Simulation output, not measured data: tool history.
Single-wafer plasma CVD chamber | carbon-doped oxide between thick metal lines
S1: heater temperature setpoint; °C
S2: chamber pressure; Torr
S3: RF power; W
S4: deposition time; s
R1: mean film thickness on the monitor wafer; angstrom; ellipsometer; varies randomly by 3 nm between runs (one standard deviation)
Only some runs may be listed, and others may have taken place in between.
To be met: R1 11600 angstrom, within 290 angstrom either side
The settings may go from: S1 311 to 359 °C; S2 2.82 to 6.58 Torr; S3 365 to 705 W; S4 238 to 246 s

{"run": 1, "hour": 0.0, "S1": 335, "S2": 4.7, "S3": 535, "S4": 238, "R1": 14285}
{"run": 2, "hour": 7.1, "S1": 335, "S2": 4.7, "S3": 480, "S4": 238, "R1": 13005}
{"run": 3, "hour": 9.6, "S1": 336, "S2": 4.6, "S3": 475, "S4": 238, "R1": 12870}
{"run": 4, "hour": 17.4, "S1": 337, "S2": 4.51, "S3": 470, "S4": 238, "R1": 12588}
{"run": 5, "hour": 19.7, "S1": 338, "S2": 4.44, "S3": 470, "S4": 238, "R1": 12508}
{"run": 6, "hour": 28.6, "S1": 330, "S2": 4.44, "S3": 470, "S4": 238, "R1": 12827}
{"run": 7, "hour": 33.9, "S1": 331, "S2": 4.32, "S3": 465, "S4": 238, "R1": 12586}
{"run": 8, "hour": 42.0, "S1": 332, "S2": 4.22, "S3": 465, "S4": 238, "R1": 12504}
{"run": 9, "hour": 47.9, "S1": 333, "S2": 4.13, "S3": 465, "S4": 238, "R1": 12477}
{"run": 10, "hour": 48.6, "S1": 340, "S2": 3.47, "S3": 420, "S4": 238, "R1": 10616}
{"run": 11, "hour": 49.8, "S1": 339, "S2": 3.53, "S3": 420, "S4": 238, "R1": 10712}
{"run": 12, "hour": 53.4, "S1": 338, "S2": 3.58, "S3": 420, "S4": 238, "R1": 10776}
{"run": 13, "hour": 60.3, "S1": 337, "S2": 3.63, "S3": 420, "S4": 238, "R1": 10837}
{"run": 14, "hour": 65.9, "S1": 337, "S2": 3.63, "S3": 420, "S4": 238, "R1": 10833}
{"run": 15, "hour": 70.2, "S1": 336, "S2": 3.68, "S3": 420, "S4": 238, "R1": 10899}
{"run": 16, "hour": 74.3, "S1": 335, "S2": 3.73, "S3": 420, "S4": 238, "R1": 10972}
{"run": 17, "hour": 79.9, "S1": 334, "S2": 3.78, "S3": 420, "S4": 238, "R1": 10946}
{"run": 18, "hour": 81.7, "S1": 334, "S2": 3.85, "S3": 420, "S4": 238, "R1": 10995}
{"run": 19, "hour": 87.3, "S1": 334, "S2": 3.92, "S3": 420, "S4": 238, "R1": 11029}
{"hour": 93.9, "done": "thermocouple changed; heater temperature recalibrated"}
{"run": 20, "hour": 93.9, "S1": 334, "S2": 3.98, "S3": 420, "S4": 238, "R1": 10826}
{"run": 21, "hour": 101.3, "S1": 334, "S2": 3.98, "S3": 425, "S4": 238, "R1": 11041}
{"run": 22, "hour": 101.8, "S1": 334, "S2": 4, "S3": 425, "S4": 238, "R1": 11066}
{"run": 23, "hour": 103.1, "S1": 334, "S2": 4.02, "S3": 425, "S4": 238, "R1": 11062}
{"run": 24, "hour": 107.5, "S1": 334, "S2": 4.04, "S3": 425, "S4": 238, "R1": 11050}
{"run": 25, "hour": 113.3, "S1": 334, "S2": 4.05, "S3": 425, "S4": 238, "R1": 11076}
{"run": 26, "hour": 117.4, "S1": 334, "S2": 4.07, "S3": 425, "S4": 238, "R1": 11068}
{"run": 27, "hour": 118.3, "S1": 334, "S2": 4.08, "S3": 425, "S4": 238, "R1": 11111}

Which one of the following 4 next-run settings gets every result inside its allowed miss? There is exactly one.
{"run": "A", "hour": 119.2, "S1": 346, "S2": 3.39, "S3": 415, "S4": 243, "R1": "?"}
{"run": "B", "hour": 119.2, "S1": 338, "S2": 4.24, "S3": 430, "S4": 246, "R1": "?"}
{"run": "C", "hour": 119.2, "S1": 327, "S2": 3.25, "S3": 405, "S4": 238, "R1": "?"}
{"run": "D", "hour": 119.2, "S1": 331, "S2": 3.6, "S3": 405, "S4": 238, "R1": "?"}

move=A R1=10435
move=B R1=11560
move=C R1=10384
move=D R1=10405
A: moves away from the targets compared with the last run
B: meets every target
C: moves away from the targets compared with the last run
D: moves away from the targets compared with the last run
Go with B: it meets all targets.

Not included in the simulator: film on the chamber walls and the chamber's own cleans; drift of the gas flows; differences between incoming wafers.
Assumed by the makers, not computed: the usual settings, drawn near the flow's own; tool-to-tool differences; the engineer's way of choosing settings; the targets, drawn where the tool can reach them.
